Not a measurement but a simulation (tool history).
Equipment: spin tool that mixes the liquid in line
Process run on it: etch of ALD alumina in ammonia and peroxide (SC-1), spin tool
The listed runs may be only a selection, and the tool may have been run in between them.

run  hour  temperature setpoint of the liquid (K)  parts of 29 % ammonia solution to one part of 30 % peroxide (parts by volume)  time under the liquid (s)  thickness taken off the ALD alumina on a monitor wafer (angstrom)
  1   0.0                                  328.15                                                                           0.95                         20                                                            18.8380
  2   7.7                                  321.65                                                                           0.95                         20                                                            13.0890
  3   9.7                                  321.65                                                                           0.65                         20                                                            12.5540
  4  10.9                                  316.65                                                                           0.65                         20                                                             9.4695
  5  17.7                                  316.65                                                                           0.65                         15                                                             7.3091
  6  21.0                                  312.15                                                                           0.65                         15                                                             5.5439
  7  23.1                                  315.15                                                                           0.65                         15                                                             6.5331
  8  31.9                                  317.65                                                                           0.65                         15                                                             7.5092
  9  38.4                                  317.65                                                                           0.65                         15                                                             7.5581
 10  46.7                                  319.65                                                                           0.65                         15                                                             8.5137
 11  51.2                                  321.15                                                                           0.65                         15                                                             9.2135

Predict the results of run 12:
 12  53.7                                  322.15                                                                           0.65                         15                                                                  ?

{"run 12": {"thickness taken off the ALD alumina on a monitor wafer (angstrom)": 9.5115}}

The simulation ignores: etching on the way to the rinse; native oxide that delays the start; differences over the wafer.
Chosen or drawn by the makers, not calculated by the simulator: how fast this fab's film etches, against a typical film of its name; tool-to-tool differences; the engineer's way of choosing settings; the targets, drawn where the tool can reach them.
